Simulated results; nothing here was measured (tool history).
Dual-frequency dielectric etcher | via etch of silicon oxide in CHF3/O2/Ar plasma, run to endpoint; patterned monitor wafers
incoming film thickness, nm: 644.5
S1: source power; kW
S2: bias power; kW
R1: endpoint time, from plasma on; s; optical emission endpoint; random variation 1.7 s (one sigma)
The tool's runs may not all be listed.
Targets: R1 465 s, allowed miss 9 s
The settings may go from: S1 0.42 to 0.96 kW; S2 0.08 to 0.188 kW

{"run": 1, "hour": 0.0, "S1": 0.69, "S2": 0.134, "R1": 343.44}
{"run": 2, "hour": 2.4, "S1": 0.69, "S2": 0.116, "R1": 370.24}
{"run": 3, "hour": 8.8, "S1": 0.65, "S2": 0.112, "R1": 388.4}
{"run": 4, "hour": 15.9, "S1": 0.74, "S2": 0.112, "R1": 366.54}
{"run": 5, "hour": 22.7, "S1": 0.7, "S2": 0.109, "R1": 379.55}
{"run": 6, "hour": 24.7, "S1": 0.66, "S2": 0.107, "R1": 393.21}
{"run": 7, "hour": 27.0, "S1": 0.63, "S2": 0.106, "R1": 405.12}
{"run": 8, "hour": 34.6, "S1": 0.6, "S2": 0.105, "R1": 417.14}
{"run": 9, "hour": 40.4, "S1": 0.58, "S2": 0.105, "R1": 425.17}
{"run": 10, "hour": 48.4, "S1": 0.56, "S2": 0.105, "R1": 434.83}
{"run": 11, "hour": 57.2, "S1": 0.55, "S2": 0.105, "R1": 434.6}

4 next moves are on the table. One of them brings every result within its allowed miss. Which?
{"run": "A", "hour": 66.0, "S1": 0.69, "S2": 0.099, "R1": "?"}
{"run": "B", "hour": 66.0, "S1": 0.52, "S2": 0.099, "R1": "?"}
{"run": "C", "hour": 66.0, "S1": 0.53, "S2": 0.104, "R1": "?"}
{"run": "D", "hour": 66.0, "S1": 0.59, "S2": 0.122, "R1": "?"}

move=A R1=405.25
move=B R1=464.59
move=C R1=447.71
move=D R1=390.38
A: further off than the last run
B: meets every target
C: nearer than the last run, and not there yet
D: further off than the last run
Answer: B

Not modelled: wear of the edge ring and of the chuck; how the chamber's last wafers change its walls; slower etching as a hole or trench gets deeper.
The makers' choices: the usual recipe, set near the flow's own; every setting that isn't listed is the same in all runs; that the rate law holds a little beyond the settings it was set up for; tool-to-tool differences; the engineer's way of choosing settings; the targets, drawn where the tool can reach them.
